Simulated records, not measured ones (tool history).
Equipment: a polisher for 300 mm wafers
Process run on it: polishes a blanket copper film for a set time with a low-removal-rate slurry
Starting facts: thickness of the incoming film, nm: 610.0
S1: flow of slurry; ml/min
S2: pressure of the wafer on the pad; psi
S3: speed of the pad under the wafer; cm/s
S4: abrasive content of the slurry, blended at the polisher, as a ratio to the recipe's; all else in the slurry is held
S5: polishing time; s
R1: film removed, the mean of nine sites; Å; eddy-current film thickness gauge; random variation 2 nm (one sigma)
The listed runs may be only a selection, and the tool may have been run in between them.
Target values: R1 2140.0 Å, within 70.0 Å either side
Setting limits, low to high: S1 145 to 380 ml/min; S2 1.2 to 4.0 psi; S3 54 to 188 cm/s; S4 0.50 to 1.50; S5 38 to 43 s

run  hour   S1   S2   S3    S4  S5      R1
  1   0.0  245  2.6  120  1.00  43  1585.7
  2   8.5  245  2.1  120  1.00  43  1330.5
  3  16.1  245  2.1  120  1.00  43  1331.8
  4  20.6  245  2.1  120  0.85  43  1268.9
  5  25.3  245  2.4  120  0.85  43  1419.9
  6  31.8  245  2.7  120  0.85  43  1576.1
  7  40.6  245  2.9  120  0.85  43  1624.4
  8  45.8  245  3.1  120  0.85  43  1736.5
  9  51.9  245  3.3  120  0.85  43  1830.7
 10  55.4  245  3.4  120  0.85  43  1860.0
 11  63.2  245  3.4  120  0.85  43  1869.6
 12  63.9  245  3.5  120  0.85  43  1944.2
 13  70.8  245  3.6  120  0.85  43  1984.0
 14  73.9  245  3.7  120  0.85  43  2053.6
 15  77.1  245  3.8  120  0.85  43  2073.0

Below are 4 possible settings for the next run. Only one of them brings all results inside the allowed miss of their targets. Which is it?
  A  80.3  195  3.7  144  0.65  43   ?
  B  80.3  245  3.9  120  0.80  42   ?
  C  80.3  205  3.8  126  1.00  38   ?
  D  80.3  200  3.8  136  0.85  38   ?

move      R1
   A  2126.1
   B  2030.7
   C  1980.8
   D  2014.5
A: all results in spec
B: the biggest miss grows against the last run
C: the biggest miss grows against the last run
D: the biggest miss grows against the last run
Move A is the one to make.
